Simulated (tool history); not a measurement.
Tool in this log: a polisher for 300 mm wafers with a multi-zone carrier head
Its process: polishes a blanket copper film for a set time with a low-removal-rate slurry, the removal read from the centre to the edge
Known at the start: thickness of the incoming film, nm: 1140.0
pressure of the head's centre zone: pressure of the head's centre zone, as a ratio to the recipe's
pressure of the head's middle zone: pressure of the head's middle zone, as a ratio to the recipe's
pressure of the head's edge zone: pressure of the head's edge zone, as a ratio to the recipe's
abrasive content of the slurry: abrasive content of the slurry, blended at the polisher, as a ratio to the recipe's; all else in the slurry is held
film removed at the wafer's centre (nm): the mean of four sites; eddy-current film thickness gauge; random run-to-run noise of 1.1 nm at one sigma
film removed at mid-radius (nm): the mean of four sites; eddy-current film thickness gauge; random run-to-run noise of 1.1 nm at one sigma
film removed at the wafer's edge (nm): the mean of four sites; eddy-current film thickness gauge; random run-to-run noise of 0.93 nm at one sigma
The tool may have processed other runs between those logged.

run,hour,flow of slurry (ml/min),pressure of the head's centre zone,pressure of the head's middle zone,pressure of the head's edge zone,abrasive content of the slurry,polishing time (s),film removed at the wafer's centre (nm),film removed at mid-radius (nm),film removed at the wafer's edge (nm)
1,0.0,220,1.00,1.00,1.00,1.00,57,122.980,114.630,113.230
2,8.8,220,0.99,1.01,0.97,0.90,56,118.060,108.420,108.460
3,16.7,220,0.98,1.05,0.95,0.85,54,109.930,109.440,101.530
4,17.8,215,0.97,1.05,0.93,0.80,53,104.590,103.170,99.609
5,22.5,215,0.97,1.05,0.99,0.80,53,103.850,103.930,99.683
6,29.0,215,0.98,1.06,0.98,0.75,52,103.300,100.500,98.962
7,30.8,215,0.98,1.07,0.95,0.75,51,102.370,101.610,95.096
8,31.6,185,0.94,1.05,0.86,0.55,50,83.589,88.947,80.709

Run 9 comes next. What will it give?
9,36.9,195,0.95,1.06,0.86,0.55,50,?,?,?

Run 9 produced film removed at the wafer's centre (nm) 87.480, film removed at mid-radius (nm) 90.573, film removed at the wafer's edge (nm) 81.671.

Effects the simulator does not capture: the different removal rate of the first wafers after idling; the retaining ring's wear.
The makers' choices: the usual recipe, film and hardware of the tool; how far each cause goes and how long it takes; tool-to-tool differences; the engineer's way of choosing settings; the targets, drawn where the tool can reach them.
